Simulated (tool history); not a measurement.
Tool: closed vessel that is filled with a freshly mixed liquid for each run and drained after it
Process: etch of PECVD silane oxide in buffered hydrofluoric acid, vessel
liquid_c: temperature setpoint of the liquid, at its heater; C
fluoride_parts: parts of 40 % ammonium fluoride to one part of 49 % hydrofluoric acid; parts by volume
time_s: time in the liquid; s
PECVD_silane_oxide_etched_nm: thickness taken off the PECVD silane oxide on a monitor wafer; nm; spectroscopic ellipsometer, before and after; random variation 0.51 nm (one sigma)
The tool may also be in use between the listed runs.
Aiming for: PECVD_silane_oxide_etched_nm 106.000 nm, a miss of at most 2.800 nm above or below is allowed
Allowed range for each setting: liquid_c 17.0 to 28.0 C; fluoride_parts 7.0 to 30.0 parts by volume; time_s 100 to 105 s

run,day,liquid_c,fluoride_parts,time_s,PECVD_silane_oxide_etched_nm
1,0.000,20.0,19.0,100,68.296
2,0.167,20.0,19.0,105,72.649
3,0.379,20.0,21.5,105,66.089
4,0.679,20.0,21.5,100,62.905
5,0.817,22.0,21.0,100,71.473
6,1.129,23.5,21.0,100,78.075
# day 1.421: hydrofluoric acid flow meter replaced
7,1.421,24.5,20.5,100,90.462
8,1.679,26.5,20.5,100,100.930

Which one of the following 4 next-run settings gets every result inside its allowed miss? There is exactly one.
A,1.938,28.0,21.5,105,?
B,1.938,28.0,23.0,105,?
C,1.938,25.5,18.5,105,?
D,1.938,25.5,23.5,105,?

move,PECVD_silane_oxide_etched_nm
A,111.000
B,105.980
C,110.090
D,91.259
A: takes the result that was furthest off past its target
B: in spec on every target
C: takes the result that was furthest off past its target
D: its largest miss is bigger than the last run's
The right move is B.
